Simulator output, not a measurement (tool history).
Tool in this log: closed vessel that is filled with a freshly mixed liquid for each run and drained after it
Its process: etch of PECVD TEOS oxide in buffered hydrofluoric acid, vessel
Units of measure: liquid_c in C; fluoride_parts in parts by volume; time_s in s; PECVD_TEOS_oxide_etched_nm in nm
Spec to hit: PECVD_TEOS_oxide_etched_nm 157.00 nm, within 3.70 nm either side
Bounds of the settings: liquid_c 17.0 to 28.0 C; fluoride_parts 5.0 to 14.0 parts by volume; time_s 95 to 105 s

run,day,liquid_c,fluoride_parts,time_s,PECVD_TEOS_oxide_etched_nm
1,0.000,20.0,8.5,95,187.44
2,0.075,20.0,7.5,95,214.05
3,0.442,20.0,7.5,95,212.63
4,0.612,20.0,7.5,105,234.86
5,0.800,20.0,9.0,105,195.18
6,0.850,20.0,9.0,105,194.30
7,1.092,20.0,9.0,105,193.41
8,1.262,19.5,9.0,105,187.77
9,1.600,19.0,9.0,105,185.44
10,1.638,18.5,9.0,105,179.11

Exercise: of the 5 proposed moves below, exactly one satisfies all targets within the stated allowed misses. Which move is it?
A,1.675,19.0,8.5,105,?
B,1.675,19.0,7.5,105,?
C,1.675,21.5,11.5,105,?
D,1.675,17.0,9.5,95,?
E,1.675,17.0,8.5,95,?

move,PECVD_TEOS_oxide_etched_nm
A,195.81
B,224.25
C,172.81
D,143.66
E,158.16
A: its largest miss is bigger than the last run's
B: its largest miss is bigger than the last run's
C: nearer the targets than the last run, but a result is still out of spec
D: pushes the last run's worst result past its target
E: every result within its allowed miss
E meets every target.
